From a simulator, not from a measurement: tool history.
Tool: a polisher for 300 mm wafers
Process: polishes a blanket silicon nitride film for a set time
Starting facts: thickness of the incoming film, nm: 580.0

run    day  flow of slurry (ml/min)  pressure of the wafer on the pad (kPa)  speed of the pad under the wafer (m/s)  polishing time (s)  film removed (angstrom)
  1  0.000                      250                                    20.7                                    0.90                  40                   441.84
  2  0.333                      250                                    22.1                                    0.90                  40                   457.39
  3  0.517                      250                                    22.1                                    0.90                  40                   467.26
  4  0.658                      250                                    23.4                                    0.90                  40                   488.86
  5  1.008                      285                                    23.4                                    0.90                  40                   501.43
  6  1.062                      285                                    23.4                                    0.80                  40                   477.38
  7  1.317                      290                                    24.1                                    0.80                  40                   473.43
  8  1.554                      290                                    25.5                                    0.80                  40                   499.52

Forecast run 9:
  9  1.925                      290                                    26.2                                    0.80                  40                        ?

film removed (angstrom): 527.72

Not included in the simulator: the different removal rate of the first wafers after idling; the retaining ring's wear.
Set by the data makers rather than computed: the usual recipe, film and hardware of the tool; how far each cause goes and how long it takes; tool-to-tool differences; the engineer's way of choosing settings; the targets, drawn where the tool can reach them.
